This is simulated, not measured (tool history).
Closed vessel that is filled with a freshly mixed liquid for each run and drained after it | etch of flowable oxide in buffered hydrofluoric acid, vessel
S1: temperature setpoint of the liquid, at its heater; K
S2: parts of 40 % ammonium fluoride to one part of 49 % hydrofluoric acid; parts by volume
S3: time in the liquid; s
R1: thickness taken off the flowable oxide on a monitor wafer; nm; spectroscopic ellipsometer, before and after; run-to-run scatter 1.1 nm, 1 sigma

Run 1, hour 0: S1 297.15 K, S2 11 parts by volume, S3 105 s. Result: R1 299.09 nm.
Run 2, hour 1.8: S1 299.15 K, S2 11 parts by volume, S3 105 s. Result: R1 331.54 nm.
Run 3, hour 10.8: S1 302.15 K, S2 11 parts by volume, S3 105 s. Result: R1 388.22 nm.
Run 4, hour 19.9: S1 302.15 K, S2 11 parts by volume, S3 105 s. Result: R1 391.02 nm.
Run 5, hour 28.5: S1 302.15 K, S2 9.5 parts by volume, S3 105 s. Result: R1 441.47 nm.
Run 6, hour 37.4: S1 302.15 K, S2 8.5 parts by volume, S3 105 s. Result: R1 485.1 nm.
Run 7, hour 46.2: S1 300.65 K, S2 8.5 parts by volume, S3 105 s. Result: R1 448.84 nm.
Run 8, hour 49: S1 299.65 K, S2 8.5 parts by volume, S3 105 s. Result: R1 424.47 nm.

Expected results for the next run?
Run 9, hour 54.9: S1 299.65 K, S2 8.5 parts by volume, S3 105 s. Result: R1 ?.

R1: 425.41 nm

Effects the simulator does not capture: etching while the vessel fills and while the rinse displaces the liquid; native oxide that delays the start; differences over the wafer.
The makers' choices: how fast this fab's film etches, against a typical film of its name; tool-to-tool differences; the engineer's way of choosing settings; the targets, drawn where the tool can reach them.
